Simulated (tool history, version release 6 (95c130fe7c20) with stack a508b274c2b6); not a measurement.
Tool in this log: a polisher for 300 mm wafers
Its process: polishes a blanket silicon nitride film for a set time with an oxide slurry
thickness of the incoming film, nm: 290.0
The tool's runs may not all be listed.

run	hour	flow of slurry (ml/min)	pressure of the wafer on the pad (psi)	speed of the pad under the wafer (m/s)	abrasive content of the slurry	polishing time (s)	film removed (nm)
1	0.0	245	3.2	1.18	1.0	103	69.824
2	4.7	245	3.7	1.20	1.0	103	79.054
3	7.6	245	3.7	1.20	0.8	103	72.060
4	16.3	245	4.0	1.28	0.8	103	83.392
# hour 18.3: worn pad replaced by a new one
5	18.3	245	3.3	1.28	0.8	103	76.738
6	26.5	245	3.6	1.36	0.8	103	88.748
7	34.8	245	3.9	1.40	0.8	103	97.185
8	41.1	245	4.2	1.42	0.8	103	104.860
9	43.0	245	4.4	1.42	0.8	103	109.560
10	48.9	245	4.5	1.42	0.8	103	113.020
11	54.8	245	4.6	1.42	0.8	103	112.910

What does the tool deliver on the next run?
12	63.4	245	4.7	1.42	0.8	103	?

film removed (nm): 116.290
